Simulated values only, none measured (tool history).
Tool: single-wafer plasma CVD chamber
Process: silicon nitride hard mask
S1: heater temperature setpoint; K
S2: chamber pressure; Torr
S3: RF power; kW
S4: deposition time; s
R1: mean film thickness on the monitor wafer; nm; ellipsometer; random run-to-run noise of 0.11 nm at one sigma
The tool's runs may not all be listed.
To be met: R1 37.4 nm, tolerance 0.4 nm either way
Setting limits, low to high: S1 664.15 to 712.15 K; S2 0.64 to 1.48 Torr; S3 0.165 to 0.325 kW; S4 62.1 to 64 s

run  hour      S1    S2     S3    S4      R1
  1     0  688.15  1.06  0.245  62.1  53.753
  2   8.5  688.15  1.06  0.245    64  55.634
  3  14.7  688.15  1.06  0.245  62.1  53.957
  4  20.1  688.15  1.06   0.28  62.1  59.887
  5    26  689.15  0.92   0.24  62.1  50.069
  6  30.7  689.15  0.92  0.275  62.1  55.414
  7  33.7  690.15  0.82  0.245  62.1  48.123
  8  38.1  691.15  0.76  0.225  62.1  43.231
  9  39.4  694.15  0.72   0.22  62.1  41.161
 10  40.5  699.15  0.69   0.22  62.1  40.244
 11  41.2  702.15  0.67   0.22  62.1  39.362
 12  45.4  710.15  0.64   0.21  62.1  36.648
 13  46.3  708.15  0.64   0.21  62.1  36.786

Below are 5 possible settings for the next run. Only one of them brings all results inside the allowed miss of their targets. Which is it?
  A  47.2  706.15  0.65    0.2  62.5   ?
  B  47.2  692.15  0.64  0.205  62.1   ?
  C  47.2  712.15  0.64  0.215  62.1   ?
  D  47.2  697.15  0.68   0.19  63.5   ?
  E  47.2  708.15  0.66    0.2  63.6   ?

move      R1
   A  35.769
   B  36.201
   C  37.494
   D   35.58
   E  36.669
A: further off than the last run
B: further off than the last run
C: every result lands within tolerance
D: further off than the last run
E: further off than the last run
So the answer is move C, the one that meets all the targets.

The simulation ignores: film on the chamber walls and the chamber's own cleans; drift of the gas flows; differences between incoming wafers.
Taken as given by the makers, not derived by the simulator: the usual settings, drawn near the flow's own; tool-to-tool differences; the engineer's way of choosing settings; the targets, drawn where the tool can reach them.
